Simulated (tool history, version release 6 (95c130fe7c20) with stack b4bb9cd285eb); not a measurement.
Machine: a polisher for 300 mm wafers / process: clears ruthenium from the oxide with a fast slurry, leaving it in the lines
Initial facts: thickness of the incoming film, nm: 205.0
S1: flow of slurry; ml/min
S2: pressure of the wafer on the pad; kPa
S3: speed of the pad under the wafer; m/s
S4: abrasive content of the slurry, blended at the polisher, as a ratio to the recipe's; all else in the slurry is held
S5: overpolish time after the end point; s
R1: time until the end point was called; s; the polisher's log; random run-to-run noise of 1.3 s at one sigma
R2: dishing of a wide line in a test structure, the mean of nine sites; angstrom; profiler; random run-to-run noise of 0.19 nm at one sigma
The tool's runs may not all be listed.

{"run": 1, "hour": 0.0, "S1": 130, "S2": 13.1, "S3": 0.78, "S4": 1, "S5": 18, "R1": 98.753, "R2": 299.36}
{"run": 2, "hour": 5.2, "S1": 130, "S2": 13.1, "S3": 0.78, "S4": 1, "S5": 12, "R1": 98.211, "R2": 211.21}
{"run": 3, "hour": 11.8, "S1": 130, "S2": 13.1, "S3": 0.78, "S4": 1, "S5": 15, "R1": 99.697, "R2": 255.6}
{"run": 4, "hour": 19.0, "S1": 130, "S2": 13.1, "S3": 0.78, "S4": 0.85, "S5": 15, "R1": 109.76, "R2": 225.7}
{"run": 5, "hour": 21.3, "S1": 130, "S2": 13.1, "S3": 0.66, "S4": 0.85, "S5": 15, "R1": 131.87, "R2": 199.48}
{"run": 6, "hour": 21.9, "S1": 130, "S2": 13.1, "S3": 0.78, "S4": 0.85, "S5": 15, "R1": 113.58, "R2": 218.5}
{"run": 7, "hour": 22.9, "S1": 135, "S2": 12.4, "S3": 0.78, "S4": 0.85, "S5": 13, "R1": 117.18, "R2": 197.35}
{"run": 8, "hour": 28.3, "S1": 100, "S2": 11.7, "S3": 0.72, "S4": 0.85, "S5": 5, "R1": 146.19, "R2": 61.983}
{"run": 9, "hour": 30.5, "S1": 110, "S2": 11.7, "S3": 0.72, "S4": 0.85, "S5": 6, "R1": 141.64, "R2": 78.016}

Run 10 has not been measured yet. What should we expect?
{"run": 10, "hour": 38.7, "S1": 135, "S2": 11, "S3": 0.72, "S4": 0.85, "S5": 9, "R1": "?", "R2": "?"}

R1: 140.63 s
R2: 113.45 angstrom
